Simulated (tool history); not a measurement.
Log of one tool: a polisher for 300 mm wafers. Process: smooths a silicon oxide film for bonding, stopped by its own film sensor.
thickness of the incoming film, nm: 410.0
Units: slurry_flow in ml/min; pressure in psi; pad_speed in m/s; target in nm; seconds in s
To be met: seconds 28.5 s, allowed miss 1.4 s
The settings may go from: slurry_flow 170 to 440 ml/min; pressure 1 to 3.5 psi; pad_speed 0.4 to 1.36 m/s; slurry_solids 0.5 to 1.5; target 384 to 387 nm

run  hour  slurry_flow  pressure  pad_speed  slurry_solids  target  seconds
  1     0          280       2.2       0.88              1     384   36.305
  2   3.5          280       2.2       0.88              1     384   36.689
  3   5.6          280       1.8       0.88              1     384    43.94
  4  13.9          280       1.8       0.88              1     387   38.604
  5  14.6          280       1.2       0.88              1     387    57.23
  6  22.6          250       1.2       0.88              1     387   56.341
  7  26.5          250       1.3       0.88              1     387   54.167
  8  30.9          250       1.4       0.88              1     387   49.103
  9  33.7          250       1.5       0.88              1     387     46.4
 10  38.3          250       1.6       0.88              1     387   44.383
 11  40.3          250       1.7       0.88              1     387   41.725
 12  42.2          250       1.8       0.88              1     387   38.354
 13  50.7          245       1.8       0.88              1     387   39.452
 14  56.8          245       1.9       0.88              1     387   36.747

5 next moves are on the table. One of them brings every result within its allowed miss. Which?
  A  62.9          250         2       0.88           0.95     384        ?
  B  62.9          265       2.7       0.72              1     386        ?
  C  62.9          365       2.9       0.72           0.95     387        ?
  D  62.9          230       1.9       0.96              1     387        ?
  E  62.9          365       2.1       0.84            1.2     386        ?

move  seconds
   A   40.516
   B   31.393
   C   27.884
   D   35.034
   E   32.991
A: further off than the last run
B: nearer than the last run, and not there yet
C: meets every target
D: nearer than the last run, and not there yet
E: nearer than the last run, and not there yet
Move C is the one to make.

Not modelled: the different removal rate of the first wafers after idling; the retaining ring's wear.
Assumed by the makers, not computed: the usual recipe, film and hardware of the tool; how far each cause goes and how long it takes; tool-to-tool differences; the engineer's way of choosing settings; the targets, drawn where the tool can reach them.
